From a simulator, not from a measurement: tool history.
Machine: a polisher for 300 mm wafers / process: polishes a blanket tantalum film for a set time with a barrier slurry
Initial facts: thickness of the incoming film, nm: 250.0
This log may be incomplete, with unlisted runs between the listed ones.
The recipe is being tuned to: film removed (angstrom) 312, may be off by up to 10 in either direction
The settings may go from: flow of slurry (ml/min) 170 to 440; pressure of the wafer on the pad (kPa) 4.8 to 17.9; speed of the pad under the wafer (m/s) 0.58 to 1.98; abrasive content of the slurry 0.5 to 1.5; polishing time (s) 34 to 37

run,hour,flow of slurry (ml/min),pressure of the wafer on the pad (kPa),speed of the pad under the wafer (m/s),abrasive content of the slurry,polishing time (s),film removed (angstrom)
1,0,280,11,1.28,1,37,671.12
2,3.6,280,11,1.28,1.2,37,714.35
3,10.8,215,11,1.28,1.2,37,696.52
4,14.8,215,10.3,1.24,1.2,37,651.95
# hour 21.2: head pressure recalibrated
5,21.2,215,9.7,1.18,1.2,37,619.1
6,26.8,215,9.7,1.18,1.35,37,649.43
7,35,215,9.7,1.18,1.35,37,652.57
8,42.3,215,9,1.1,1.35,37,574.72

Of the 5 settings listed for the next run, only one would bring every result within its allowed miss of target. Which one?
A,49.6,200,9,0.78,1.1,34,?
B,49.6,195,6.2,0.76,1.35,34,?
C,49.6,320,6.9,1.12,1.3,34,?
D,49.6,350,10.3,0.58,1.45,34,?
E,49.6,235,8.3,0.72,1.25,34,?

move,film removed (angstrom)
A,393.78
B,312.07
C,454.59
D,414.46
E,371
A: nearer the targets than the last run, but a result is still out of spec
B: every result lands within tolerance
C: nearer the targets than the last run, but a result is still out of spec
D: nearer the targets than the last run, but a result is still out of spec
E: nearer the targets than the last run, but a result is still out of spec
The right move is B.

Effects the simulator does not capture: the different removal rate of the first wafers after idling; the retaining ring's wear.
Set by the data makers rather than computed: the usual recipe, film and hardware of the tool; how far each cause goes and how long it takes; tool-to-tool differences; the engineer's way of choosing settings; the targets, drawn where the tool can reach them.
